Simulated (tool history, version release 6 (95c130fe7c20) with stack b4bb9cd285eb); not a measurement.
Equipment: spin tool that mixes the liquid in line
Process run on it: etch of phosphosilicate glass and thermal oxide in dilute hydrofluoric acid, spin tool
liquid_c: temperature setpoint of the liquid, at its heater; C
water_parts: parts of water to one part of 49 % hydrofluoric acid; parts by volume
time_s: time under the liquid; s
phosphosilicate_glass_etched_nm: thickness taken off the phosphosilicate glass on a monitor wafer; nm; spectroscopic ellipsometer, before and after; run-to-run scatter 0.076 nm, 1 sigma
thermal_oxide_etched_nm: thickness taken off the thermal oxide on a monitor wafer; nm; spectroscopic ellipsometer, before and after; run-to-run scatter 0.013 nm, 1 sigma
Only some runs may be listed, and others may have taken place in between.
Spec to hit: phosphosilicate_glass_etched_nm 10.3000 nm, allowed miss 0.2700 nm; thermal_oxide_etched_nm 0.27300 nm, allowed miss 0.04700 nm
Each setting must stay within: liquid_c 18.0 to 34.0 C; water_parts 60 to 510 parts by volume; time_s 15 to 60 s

run  hour  liquid_c  water_parts  time_s  phosphosilicate_glass_etched_nm  thermal_oxide_etched_nm
  1   0.0      26.0          285      30                          15.5930                  0.45293
  2   2.0      26.0          240      30                          19.4190                  0.54524
  3   2.7      26.0          195      30                          25.2520                  0.62926
  4   4.7      26.0          265      30                          17.1410                  0.42480
  5  11.0      24.0          280      30                          14.7730                  0.41409
  6  13.1      26.0          280      30                          15.9590                  0.41344
  7  16.6      24.5          295      30                          14.1300                  0.39331
  8  20.7      23.0          305      30                          12.7070                  0.35609
  9  27.7      22.0          310      30                          12.2960                  0.31842
 10  34.5      21.5          320      30                          11.3210                  0.28238
 11  43.4      21.5          325      30                          11.4210                  0.30290
 12  45.1      21.0          330      30                          10.8140                  0.30213
 13  48.2      20.5          330      30                          10.7270                  0.28602
     52.4  -- thermometer replaced
 14  52.4      20.0          330      30                           9.7762                  0.26267
 15  59.5      20.5          330      30                           9.9038                  0.26389

Which of these 4 next moves meets every target?
  A  66.6      20.5          360      35                                ?                        ?
  B  66.6      24.0          415      35                                ?                        ?
  C  66.6      20.0          340      30                                ?                        ?
  D  66.6      25.5          475      40                                ?                        ?

move  phosphosilicate_glass_etched_nm  thermal_oxide_etched_nm
   A                          10.4090                  0.29737
   B                           9.6892                  0.27681
   C                           9.4421                  0.26975
   D                           9.6264                  0.27502
A: every result within its allowed miss
B: lands further from the targets than the last run did
C: lands further from the targets than the last run did
D: lands further from the targets than the last run did
So the answer is move A, the one that meets all the targets.

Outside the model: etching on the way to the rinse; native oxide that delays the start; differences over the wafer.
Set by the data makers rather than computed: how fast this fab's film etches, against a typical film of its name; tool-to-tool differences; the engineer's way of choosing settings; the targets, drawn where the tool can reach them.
